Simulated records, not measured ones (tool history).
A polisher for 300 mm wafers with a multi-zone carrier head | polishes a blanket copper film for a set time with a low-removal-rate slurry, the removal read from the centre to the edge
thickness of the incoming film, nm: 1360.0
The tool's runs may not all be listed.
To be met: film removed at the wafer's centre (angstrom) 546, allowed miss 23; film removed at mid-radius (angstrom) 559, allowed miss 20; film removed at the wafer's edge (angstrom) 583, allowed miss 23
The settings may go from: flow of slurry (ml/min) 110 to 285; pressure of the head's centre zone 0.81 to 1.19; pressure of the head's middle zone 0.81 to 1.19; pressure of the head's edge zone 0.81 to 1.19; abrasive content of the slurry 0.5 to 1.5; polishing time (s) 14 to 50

run,hour,flow of slurry (ml/min),pressure of the head's centre zone,pressure of the head's middle zone,pressure of the head's edge zone,abrasive content of the slurry,polishing time (s),film removed at the wafer's centre (angstrom),film removed at mid-radius (angstrom),film removed at the wafer's edge (angstrom)
1,0,180,1,1,1,1,32,819.73,813.17,826.94
2,3,180,1.07,1,1,1,32,894.31,827.46,831.13
3,4.5,180,1.07,1.06,1,1,32,891.14,857.5,830.99
4,12.9,175,1.05,1.05,0.99,0.95,31,830.44,804.2,791.04
5,13.5,175,1.04,1.04,0.98,0.9,30,787.82,772.18,753.64
6,14.9,135,1.04,1.04,0.98,0.9,30,757.64,755.45,726.81
7,22.8,135,1.03,1.03,0.98,0.85,30,727.13,733.93,715.62
8,26.8,135,1.02,1.02,0.97,0.8,30,740.12,731.59,717.59
9,33,120,0.92,0.97,1.01,0.65,22,448.51,476.79,517.11
10,34.4,130,0.93,0.98,1.02,0.65,22,451.51,486.04,510.57
11,38,130,0.93,0.98,1.02,0.65,22,467.45,500.31,512.72
12,40.1,135,0.93,0.98,1.02,0.7,22,472.42,488.93,525.73
13,44.7,140,0.93,0.99,1.02,0.7,22,469.1,518.48,517.91
14,52.6,140,0.93,0.99,1.02,0.75,22,480.47,500.34,531.03
15,61.5,145,0.93,0.99,1.03,0.75,22,483.6,520.26,542.19
16,66.5,150,0.94,0.99,1.03,0.75,22,492.24,509.71,536.32
17,68,195,0.97,1.05,1.11,0.9,22,560,587.68,596.33

Which of these 4 next moves meets every target?
A,69.5,170,0.84,0.94,1.19,0.85,24,?,?,?
B,69.5,285,0.97,1.01,1.12,0.85,21,?,?,?
C,69.5,205,0.85,0.94,1.18,0.85,23,?,?,?
D,69.5,160,1.09,1.08,1.04,1.25,21,?,?,?

move,film removed at the wafer's centre (angstrom),film removed at mid-radius (angstrom),film removed at the wafer's edge (angstrom)
A,510.24,564.04,661.55
B,555.29,559.3,588.45
C,509.97,555.29,643.88
D,620.24,592.37,577.99
A: brings the result that was furthest off to its target, and leaves another outside
B: meets every target
C: brings the result that was furthest off to its target, and leaves another outside
D: further off than the last run
The right move is B.

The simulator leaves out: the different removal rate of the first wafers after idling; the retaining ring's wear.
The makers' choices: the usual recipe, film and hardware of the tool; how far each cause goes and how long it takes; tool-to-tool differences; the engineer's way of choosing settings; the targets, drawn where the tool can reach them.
